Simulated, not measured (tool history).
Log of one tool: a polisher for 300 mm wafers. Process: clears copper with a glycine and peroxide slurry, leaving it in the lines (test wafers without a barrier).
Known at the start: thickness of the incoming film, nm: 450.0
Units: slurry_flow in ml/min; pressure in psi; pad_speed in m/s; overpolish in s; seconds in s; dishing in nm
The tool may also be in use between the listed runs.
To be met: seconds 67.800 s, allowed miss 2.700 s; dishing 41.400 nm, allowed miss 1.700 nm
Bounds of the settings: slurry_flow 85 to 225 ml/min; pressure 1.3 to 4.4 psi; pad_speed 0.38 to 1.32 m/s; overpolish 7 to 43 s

Run 1, hour 0.0: slurry_flow 145 ml/min, pressure 2.8 psi, pad_speed 0.84 m/s, overpolish 22 s. Result: seconds 101.980 s, dishing 59.928 nm.
Run 2, hour 8.0: slurry_flow 145 ml/min, pressure 2.8 psi, pad_speed 0.84 m/s, overpolish 31 s. Result: seconds 101.040 s, dishing 71.469 nm.
Run 3, hour 15.2: slurry_flow 145 ml/min, pressure 3.0 psi, pad_speed 0.84 m/s, overpolish 31 s. Result: seconds 96.958 s, dishing 72.327 nm.
Run 4, hour 23.2: slurry_flow 130 ml/min, pressure 3.4 psi, pad_speed 0.84 m/s, overpolish 25 s. Result: seconds 88.433 s, dishing 68.481 nm.
Run 5, hour 29.0: slurry_flow 120 ml/min, pressure 3.2 psi, pad_speed 0.94 m/s, overpolish 20 s. Result: seconds 87.458 s, dishing 60.312 nm.
Run 6, hour 31.2: slurry_flow 120 ml/min, pressure 3.2 psi, pad_speed 0.94 m/s, overpolish 16 s. Result: seconds 87.759 s, dishing 51.921 nm.
At hour 32.5: slurry nozzle cleaned.
Run 7, hour 32.5: slurry_flow 110 ml/min, pressure 3.2 psi, pad_speed 1.04 m/s, overpolish 14 s. Result: seconds 75.587 s, dishing 52.459 nm.
Run 8, hour 35.0: slurry_flow 105 ml/min, pressure 3.0 psi, pad_speed 1.10 m/s, overpolish 12 s. Result: seconds 77.057 s, dishing 46.172 nm.
Run 9, hour 36.4: slurry_flow 100 ml/min, pressure 3.0 psi, pad_speed 1.12 m/s, overpolish 11 s. Result: seconds 76.170 s, dishing 42.794 nm.
Run 10, hour 38.0: slurry_flow 115 ml/min, pressure 3.3 psi, pad_speed 1.16 m/s, overpolish 7 s. Result: seconds 67.737 s, dishing 33.891 nm.
Run 11, hour 45.1: slurry_flow 110 ml/min, pressure 3.3 psi, pad_speed 1.16 m/s, overpolish 7 s. Result: seconds 67.832 s, dishing 33.792 nm.
Run 12, hour 53.8: slurry_flow 115 ml/min, pressure 3.4 psi, pad_speed 1.14 m/s, overpolish 16 s. Result: seconds 66.218 s, dishing 61.277 nm.
Run 13, hour 55.7: slurry_flow 135 ml/min, pressure 3.3 psi, pad_speed 1.14 m/s, overpolish 16 s. Result: seconds 65.912 s, dishing 62.164 nm.
Run 14, hour 61.5: slurry_flow 140 ml/min, pressure 3.3 psi, pad_speed 1.14 m/s, overpolish 14 s. Result: seconds 66.258 s, dishing 57.874 nm.
Run 15, hour 63.6: slurry_flow 135 ml/min, pressure 3.3 psi, pad_speed 1.14 m/s, overpolish 13 s. Result: seconds 67.015 s, dishing 52.634 nm.
Run 16, hour 67.8: slurry_flow 105 ml/min, pressure 3.3 psi, pad_speed 1.16 m/s, overpolish 7 s. Result: seconds 69.000 s, dishing 33.323 nm.

5 next moves are on the table. One of them brings every result within its allowed miss. Which?
Run A, hour 72.0: slurry_flow 155 ml/min, pressure 2.7 psi, pad_speed 1.22 m/s, overpolish 12 s. Result: seconds ?, dishing ?.
Run B, hour 72.0: slurry_flow 110 ml/min, pressure 3.5 psi, pad_speed 1.12 m/s, overpolish 9 s. Result: seconds ?, dishing ?.
Run C, hour 72.0: slurry_flow 105 ml/min, pressure 3.4 psi, pad_speed 1.16 m/s, overpolish 10 s. Result: seconds ?, dishing ?.
Run D, hour 72.0: slurry_flow 90 ml/min, pressure 3.1 psi, pad_speed 1.18 m/s, overpolish 10 s. Result: seconds ?, dishing ?.
Run E, hour 72.0: slurry_flow 105 ml/min, pressure 2.7 psi, pad_speed 1.30 m/s, overpolish 12 s. Result: seconds ?, dishing ?.

move  seconds  dishing
   A   72.876   47.692
   B   66.499   42.108
   C   67.059   45.128
   D   73.946   41.796
   E   74.701   46.806
A: takes the result that was furthest off past its target
B: meets every target
C: takes the result that was furthest off past its target
D: brings the result that was furthest off to its target, and leaves another outside
E: takes the result that was furthest off past its target
Move B is the one to make.
